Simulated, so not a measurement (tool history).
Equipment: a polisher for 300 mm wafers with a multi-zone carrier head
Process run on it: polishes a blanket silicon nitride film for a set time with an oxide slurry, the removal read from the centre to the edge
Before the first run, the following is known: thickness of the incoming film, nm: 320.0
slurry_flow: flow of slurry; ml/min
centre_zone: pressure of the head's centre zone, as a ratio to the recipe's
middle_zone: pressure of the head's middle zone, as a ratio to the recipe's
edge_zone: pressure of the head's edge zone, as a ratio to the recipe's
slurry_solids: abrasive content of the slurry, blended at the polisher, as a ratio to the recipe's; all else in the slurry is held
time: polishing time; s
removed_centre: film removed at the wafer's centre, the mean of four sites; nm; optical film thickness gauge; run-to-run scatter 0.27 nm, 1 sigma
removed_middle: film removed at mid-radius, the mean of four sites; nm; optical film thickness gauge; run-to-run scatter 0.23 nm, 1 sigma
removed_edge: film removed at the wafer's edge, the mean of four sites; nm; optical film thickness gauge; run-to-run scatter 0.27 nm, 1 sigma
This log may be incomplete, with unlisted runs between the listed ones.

run 1 day=0.000 | slurry_flow=320 centre_zone=1.00 middle_zone=1.00 edge_zone=1.00 slurry_solids=1.00 time=65 | removed_centre=35.341 removed_middle=36.140 removed_edge=37.428
run 2 day=0.254 | slurry_flow=320 centre_zone=1.00 middle_zone=0.98 edge_zone=0.98 slurry_solids=0.90 time=65 | removed_centre=34.043 removed_middle=34.284 removed_edge=34.824
run 3 day=0.304 | slurry_flow=320 centre_zone=1.00 middle_zone=1.05 edge_zone=0.98 slurry_solids=0.90 time=65 | removed_centre=33.310 removed_middle=35.944 removed_edge=35.441
run 4 day=0.362 | slurry_flow=320 centre_zone=1.00 middle_zone=1.05 edge_zone=0.98 slurry_solids=0.90 time=76 | removed_centre=39.023 removed_middle=41.976 removed_edge=40.326
run 5 day=0.417 | slurry_flow=320 centre_zone=1.00 middle_zone=1.05 edge_zone=0.98 slurry_solids=0.80 time=76 | removed_centre=37.509 removed_middle=39.974 removed_edge=38.847
run 6 day=0.517 | slurry_flow=320 centre_zone=1.00 middle_zone=1.10 edge_zone=0.98 slurry_solids=0.80 time=76 | removed_centre=37.447 removed_middle=41.236 removed_edge=38.654
run 7 day=0.629 | slurry_flow=315 centre_zone=1.00 middle_zone=1.06 edge_zone=0.97 slurry_solids=0.75 time=74 | removed_centre=34.968 removed_middle=37.879 removed_edge=35.930
run 8 day=0.775 | slurry_flow=295 centre_zone=1.01 middle_zone=0.96 edge_zone=0.97 slurry_solids=0.50 time=67 | removed_centre=25.461 removed_middle=24.723 removed_edge=25.976
run 9 day=0.846 | slurry_flow=305 centre_zone=1.01 middle_zone=0.96 edge_zone=0.98 slurry_solids=0.50 time=67 | removed_centre=25.350 removed_middle=25.014 removed_edge=25.901
run 10 day=1.108 | slurry_flow=305 centre_zone=1.02 middle_zone=0.96 edge_zone=1.00 slurry_solids=0.50 time=67 | removed_centre=25.712 removed_middle=24.527 removed_edge=26.212
run 11 day=1.367 | slurry_flow=310 centre_zone=1.02 middle_zone=0.96 edge_zone=1.01 slurry_solids=0.50 time=67 | removed_centre=25.183 removed_middle=24.908 removed_edge=26.481
run 12 day=1.638 | slurry_flow=315 centre_zone=1.03 middle_zone=0.96 edge_zone=1.02 slurry_solids=0.50 time=67 | removed_centre=25.907 removed_middle=25.444 removed_edge=26.812

For run 13, what comes out?
run 13 day=1.742 | slurry_flow=315 centre_zone=1.04 middle_zone=0.95 edge_zone=1.03 slurry_solids=0.50 time=67 | removed_centre=? removed_middle=? removed_edge=?

removed_centre: 26.195 nm
removed_middle: 25.305 nm
removed_edge: 26.767 nm

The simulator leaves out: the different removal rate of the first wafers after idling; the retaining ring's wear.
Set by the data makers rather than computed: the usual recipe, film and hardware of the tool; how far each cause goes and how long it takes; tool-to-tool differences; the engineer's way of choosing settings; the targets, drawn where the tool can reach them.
